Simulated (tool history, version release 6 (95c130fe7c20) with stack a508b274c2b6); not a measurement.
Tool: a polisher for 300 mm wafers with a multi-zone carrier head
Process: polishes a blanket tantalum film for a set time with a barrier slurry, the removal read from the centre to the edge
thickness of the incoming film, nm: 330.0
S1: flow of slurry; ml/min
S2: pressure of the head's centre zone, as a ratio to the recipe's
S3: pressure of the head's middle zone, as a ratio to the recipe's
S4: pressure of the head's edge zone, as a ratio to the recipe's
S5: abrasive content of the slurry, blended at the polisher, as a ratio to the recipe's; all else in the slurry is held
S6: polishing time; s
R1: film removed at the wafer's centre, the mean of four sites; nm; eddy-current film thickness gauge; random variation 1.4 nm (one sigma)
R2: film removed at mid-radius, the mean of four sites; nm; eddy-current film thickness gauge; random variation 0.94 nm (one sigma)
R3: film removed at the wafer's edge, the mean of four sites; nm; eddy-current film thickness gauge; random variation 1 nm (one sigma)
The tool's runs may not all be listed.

Run 1, hour 0.0: S1 230 ml/min, S2 1.00, S3 1.00, S4 1.00, S5 1.00, S6 59 s. Result: R1 128.420 nm, R2 126.03 nm, R3 129.42 nm.
Run 2, hour 6.9: S1 230 ml/min, S2 1.00, S3 1.00, S4 0.94, S5 1.00, S6 59 s. Result: R1 124.430 nm, R2 127.12 nm, R3 124.49 nm.
Run 3, hour 13.2: S1 195 ml/min, S2 1.00, S3 1.00, S4 0.94, S5 1.00, S6 59 s. Result: R1 119.610 nm, R2 120.41 nm, R3 121.62 nm.
Run 4, hour 15.6: S1 195 ml/min, S2 1.00, S3 1.00, S4 0.94, S5 1.10, S6 59 s. Result: R1 119.970 nm, R2 126.07 nm, R3 127.24 nm.
Run 5, hour 20.8: S1 195 ml/min, S2 1.00, S3 0.96, S4 0.94, S5 1.10, S6 59 s. Result: R1 124.120 nm, R2 122.34 nm, R3 122.87 nm.
Run 6, hour 26.9: S1 195 ml/min, S2 1.00, S3 1.03, S4 0.94, S5 1.10, S6 59 s. Result: R1 123.520 nm, R2 127.44 nm, R3 123.92 nm.
Run 7, hour 31.2: S1 190 ml/min, S2 1.02, S3 1.01, S4 0.94, S5 1.00, S6 57 s. Result: R1 118.910 nm, R2 118.64 nm, R3 118.04 nm.

Run 8 comes next. What will it give?
Run 8, hour 32.1: S1 195 ml/min, S2 1.10, S3 0.91, S4 0.89, S5 0.75, S6 45 s. Result: R1 ?, R2 ?, R3 ?.

R1: 96.289 nm
R2: 82.33 nm
R3: 86.67 nm
